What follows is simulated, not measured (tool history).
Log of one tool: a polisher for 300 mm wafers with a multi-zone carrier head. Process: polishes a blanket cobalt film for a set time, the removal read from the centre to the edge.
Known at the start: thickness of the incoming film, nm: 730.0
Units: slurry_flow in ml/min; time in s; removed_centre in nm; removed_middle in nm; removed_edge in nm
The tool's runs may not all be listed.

{"run": 1, "hour": 0.0, "slurry_flow": 215, "centre_zone": 1.0, "middle_zone": 1.0, "edge_zone": 1.0, "time": 36, "removed_centre": 218.0, "removed_middle": 221.49, "removed_edge": 214.77}
{"run": 2, "hour": 3.5, "slurry_flow": 215, "centre_zone": 0.93, "middle_zone": 1.0, "edge_zone": 1.0, "time": 36, "removed_centre": 199.68, "removed_middle": 221.91, "removed_edge": 215.54}
{"run": 3, "hour": 7.2, "slurry_flow": 215, "centre_zone": 0.93, "middle_zone": 1.0, "edge_zone": 0.94, "time": 36, "removed_centre": 205.28, "removed_middle": 221.08, "removed_edge": 211.63}
{"run": 4, "hour": 12.6, "slurry_flow": 215, "centre_zone": 0.93, "middle_zone": 1.0, "edge_zone": 0.97, "time": 36, "removed_centre": 203.02, "removed_middle": 221.59, "removed_edge": 213.03}
{"run": 5, "hour": 20.5, "slurry_flow": 215, "centre_zone": 0.93, "middle_zone": 1.06, "edge_zone": 0.97, "time": 36, "removed_centre": 207.83, "removed_middle": 233.28, "removed_edge": 216.26}
{"run": 6, "hour": 27.5, "slurry_flow": 250, "centre_zone": 0.93, "middle_zone": 1.06, "edge_zone": 0.97, "time": 36, "removed_centre": 204.34, "removed_middle": 235.69, "removed_edge": 219.62}
{"run": 7, "hour": 34.1, "slurry_flow": 255, "centre_zone": 0.95, "middle_zone": 1.04, "edge_zone": 0.99, "time": 37, "removed_centre": 222.01, "removed_middle": 237.76, "removed_edge": 226.42}
{"run": 8, "hour": 39.4, "slurry_flow": 260, "centre_zone": 0.95, "middle_zone": 1.02, "edge_zone": 1.01, "time": 38, "removed_centre": 221.51, "removed_middle": 243.95, "removed_edge": 235.42}
{"run": 9, "hour": 45.3, "slurry_flow": 265, "centre_zone": 0.97, "middle_zone": 1.0, "edge_zone": 1.03, "time": 39, "removed_centre": 231.71, "removed_middle": 244.86, "removed_edge": 242.08}

The next listed run, before its measurement:
{"run": 10, "hour": 45.9, "slurry_flow": 270, "centre_zone": 0.98, "middle_zone": 0.99, "edge_zone": 1.05, "time": 39, "removed_centre": "?", "removed_middle": "?", "removed_edge": "?"}

removed_centre: 234.07 nm
removed_middle: 246.08 nm
removed_edge: 244.48 nm
